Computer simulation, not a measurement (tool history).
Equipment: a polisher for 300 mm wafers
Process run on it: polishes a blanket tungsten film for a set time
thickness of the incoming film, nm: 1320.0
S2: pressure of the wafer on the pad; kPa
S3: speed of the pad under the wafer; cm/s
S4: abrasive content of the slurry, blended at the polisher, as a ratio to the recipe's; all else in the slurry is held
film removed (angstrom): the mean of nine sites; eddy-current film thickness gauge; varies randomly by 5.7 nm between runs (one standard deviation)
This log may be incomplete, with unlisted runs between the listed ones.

run 1 day=0.000 | flow_of_slurry_(ml/min)=125 S2=19.3 S3=104 S4=1.00 polishing_time_(s)=95 | film_removed_(angstrom)=4287.2
run 2 day=0.362 | flow_of_slurry_(ml/min)=125 S2=19.3 S3=104 S4=1.00 polishing_time_(s)=99 | film_removed_(angstrom)=4521.6
run 3 day=0.654 | flow_of_slurry_(ml/min)=125 S2=19.3 S3=104 S4=1.00 polishing_time_(s)=99 | film_removed_(angstrom)=4482.3
run 4 day=0.879 | flow_of_slurry_(ml/min)=125 S2=19.3 S3=104 S4=0.85 polishing_time_(s)=99 | film_removed_(angstrom)=4340.3
run 5 day=1.179 | flow_of_slurry_(ml/min)=130 S2=20.0 S3=104 S4=0.85 polishing_time_(s)=99 | film_removed_(angstrom)=4537.2
run 6 day=1.325 | flow_of_slurry_(ml/min)=135 S2=20.7 S3=104 S4=0.85 polishing_time_(s)=99 | film_removed_(angstrom)=4780.0
run 7 day=1.675 | flow_of_slurry_(ml/min)=140 S2=21.4 S3=104 S4=0.85 polishing_time_(s)=99 | film_removed_(angstrom)=4935.7

The next listed run, before its measurement:
run 8 day=2.033 | flow_of_slurry_(ml/min)=145 S2=22.1 S3=104 S4=0.85 polishing_time_(s)=99 | film_removed_(angstrom)=?

film removed (angstrom): 5177.9
